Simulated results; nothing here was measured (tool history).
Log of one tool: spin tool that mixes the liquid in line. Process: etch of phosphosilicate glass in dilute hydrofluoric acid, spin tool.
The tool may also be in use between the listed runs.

run,hour,temperature setpoint of the liquid (°C),parts of water to one part of 49 % hydrofluoric acid (parts by volume),time under the liquid (s),thickness taken off the phosphosilicate glass on a monitor wafer (nm)
1,0.0,21,45,50,78.572
2,1.1,21,45,55,85.613
3,4.3,21,45,55,86.139
4,10.7,22,45,55,89.069
5,13.3,22,45,50,82.510
6,18.6,22,45,50,81.847

The next listed run, before its measurement:
7,19.7,23,45,50,?

Run 7 gave thickness taken off the phosphosilicate glass on a monitor wafer (nm) 84.320.
